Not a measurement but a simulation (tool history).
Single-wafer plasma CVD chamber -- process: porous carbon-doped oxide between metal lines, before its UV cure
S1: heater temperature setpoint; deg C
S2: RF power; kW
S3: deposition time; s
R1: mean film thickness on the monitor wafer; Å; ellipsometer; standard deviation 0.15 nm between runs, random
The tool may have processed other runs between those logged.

| run | hour | S1 | S2 | S3 | R1 |
|---|---|---|---|---|---|
| 1 | 0 | 310 | 0.46 | 11.5 | 606.89 |
| 2 | 2 | 307 | 0.465 | 11.5 | 617.78 |
| 3 | 4.2 | 304 | 0.47 | 11.5 | 632.46 |
| 4 | 9.7 | 304 | 0.47 | 11.5 | 632.72 |
| 5 | 16.8 | 302 | 0.475 | 11.5 | 644.45 |
| 6 | 25.4 | 302 | 0.475 | 11.5 | 643.66 |
| 7 | 29.6 | 300 | 0.475 | 11.5 | 652.91 |
| 8 | 31.7 | 298 | 0.475 | 11.5 | 656.02 |
| 9 | 38.4 | 297 | 0.475 | 11.5 | 662.23 |

Run 10 comes next. What will it give?
| 10 | 42.7 | 297 | 0.475 | 11.5 | ? |

{"run 10": {"R1": 658.58}}
